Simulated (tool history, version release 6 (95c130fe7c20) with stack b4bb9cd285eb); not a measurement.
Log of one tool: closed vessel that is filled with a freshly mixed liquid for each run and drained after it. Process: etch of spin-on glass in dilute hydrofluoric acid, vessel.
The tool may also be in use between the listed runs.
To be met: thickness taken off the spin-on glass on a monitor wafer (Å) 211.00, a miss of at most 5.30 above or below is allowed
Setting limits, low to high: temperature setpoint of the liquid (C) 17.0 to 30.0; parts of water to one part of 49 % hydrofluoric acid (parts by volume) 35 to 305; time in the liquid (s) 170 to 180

run	day	temperature setpoint of the liquid (C)	parts of water to one part of 49 % hydrofluoric acid (parts by volume)	time in the liquid (s)	thickness taken off the spin-on glass on a monitor wafer (Å)
1	0.000	22.0	170	170	240.19
2	0.112	21.0	170	170	227.67
3	0.200	20.5	170	170	225.99
4	0.312	20.5	170	170	225.88
5	0.554	20.0	170	170	221.15
6	0.579	20.0	170	180	232.27
7	0.908	19.5	170	180	228.38
# day 0.983: hydrofluoric acid flow meter replaced
8	0.983	19.0	170	180	251.01

Pick the move, out of 4, that brings all results within their allowed miss; only one does.
A	1.058	20.0	150	180	?
B	1.058	17.0	125	180	?
C	1.058	18.5	150	180	?
D	1.058	19.5	190	170	?

move	thickness taken off the spin-on glass on a monitor wafer (Å)
A	307.97
B	335.56
C	290.00
D	216.23
A: its largest miss is bigger than the last run's
B: its largest miss is bigger than the last run's
C: its largest miss is bigger than the last run's
D: all results in spec
Answer: D

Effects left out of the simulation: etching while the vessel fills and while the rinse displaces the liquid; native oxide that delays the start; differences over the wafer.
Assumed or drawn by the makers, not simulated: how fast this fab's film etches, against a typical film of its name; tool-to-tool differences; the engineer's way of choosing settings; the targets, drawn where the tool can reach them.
